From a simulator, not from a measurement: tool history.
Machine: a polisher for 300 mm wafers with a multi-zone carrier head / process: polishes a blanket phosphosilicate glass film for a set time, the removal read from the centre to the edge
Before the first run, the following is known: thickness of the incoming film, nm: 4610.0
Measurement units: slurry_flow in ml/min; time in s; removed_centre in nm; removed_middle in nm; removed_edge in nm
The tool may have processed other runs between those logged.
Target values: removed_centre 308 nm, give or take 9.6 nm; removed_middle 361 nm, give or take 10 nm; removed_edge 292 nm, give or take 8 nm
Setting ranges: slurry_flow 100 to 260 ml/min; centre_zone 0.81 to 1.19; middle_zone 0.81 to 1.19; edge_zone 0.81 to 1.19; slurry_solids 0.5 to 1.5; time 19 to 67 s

Run 1, day 0: slurry_flow 165 ml/min, centre_zone 1, middle_zone 1, edge_zone 1, slurry_solids 1, time 43 s. Result: removed_centre 214.65 nm, removed_middle 216.03 nm, removed_edge 208.87 nm.
Run 2, day 0.033: slurry_flow 175 ml/min, centre_zone 1, middle_zone 1.02, edge_zone 1, slurry_solids 1.05, time 43 s. Result: removed_centre 224.89 nm, removed_middle 230.13 nm, removed_edge 217.67 nm.
Run 3, day 0.317: slurry_flow 145 ml/min, centre_zone 1, middle_zone 1.02, edge_zone 1, slurry_solids 1.05, time 43 s. Result: removed_centre 213.14 nm, removed_middle 222.67 nm, removed_edge 213.76 nm.
Run 4, day 0.612: slurry_flow 145 ml/min, centre_zone 0.96, middle_zone 1.02, edge_zone 1, slurry_solids 1.05, time 43 s. Result: removed_centre 206.07 nm, removed_middle 222.21 nm, removed_edge 209.79 nm.
Run 5, day 0.854: slurry_flow 110 ml/min, centre_zone 0.96, middle_zone 1.02, edge_zone 1, slurry_solids 1.05, time 43 s. Result: removed_centre 187.93 nm, removed_middle 207.31 nm, removed_edge 199.19 nm.
Run 6, day 1.2: slurry_flow 110 ml/min, centre_zone 0.96, middle_zone 0.96, edge_zone 1, slurry_solids 1.05, time 43 s. Result: removed_centre 186.06 nm, removed_middle 196.58 nm, removed_edge 198.97 nm.
Run 7, day 1.504: slurry_flow 125 ml/min, centre_zone 0.96, middle_zone 0.99, edge_zone 1, slurry_solids 1.1, time 43 s. Result: removed_centre 197.83 nm, removed_middle 212.27 nm, removed_edge 206.12 nm.
At day 1.538: worn pad replaced by a new one.
Run 8, day 1.538: slurry_flow 140 ml/min, centre_zone 0.96, middle_zone 1.01, edge_zone 1.01, slurry_solids 1.15, time 43 s. Result: removed_centre 232.6 nm, removed_middle 247.37 nm, removed_edge 241.57 nm.
Run 9, day 1.621: slurry_flow 155 ml/min, centre_zone 0.95, middle_zone 1.03, edge_zone 1, slurry_solids 1.15, time 43 s. Result: removed_centre 235.55 nm, removed_middle 263.44 nm, removed_edge 246.99 nm.

Which of these 4 next moves meets every target?
Run A, day 1.704: slurry_flow 220 ml/min, centre_zone 1.05, middle_zone 1.15, edge_zone 0.9, slurry_solids 1.15, time 51 s. Result: removed_centre ?, removed_middle ?, removed_edge ?.
Run B, day 1.704: slurry_flow 190 ml/min, centre_zone 1.04, middle_zone 1.08, edge_zone 0.88, slurry_solids 0.55, time 46 s. Result: removed_centre ?, removed_middle ?, removed_edge ?.
Run C, day 1.704: slurry_flow 180 ml/min, centre_zone 1.08, middle_zone 1.08, edge_zone 0.89, slurry_solids 1.25, time 51 s. Result: removed_centre ?, removed_middle ?, removed_edge ?.
Run D, day 1.704: slurry_flow 215 ml/min, centre_zone 0.95, middle_zone 1.12, edge_zone 0.84, slurry_solids 1.1, time 53 s. Result: removed_centre ?, removed_middle ?, removed_edge ?.

move  removed_centre  removed_middle  removed_edge
   A          329.71          356.12        292.13
   B          212.62          220.37        190.58
   C          337.51          337.05        293.35
   D          303.55           354.9        291.24
A: meets the target for the result that was furthest off, but another lies outside its allowed miss
B: its largest miss is bigger than the last run's
C: closes in on the targets versus the last run, not all within tolerance yet
D: all results land within tolerance of their targets
The move that meets every target is D.
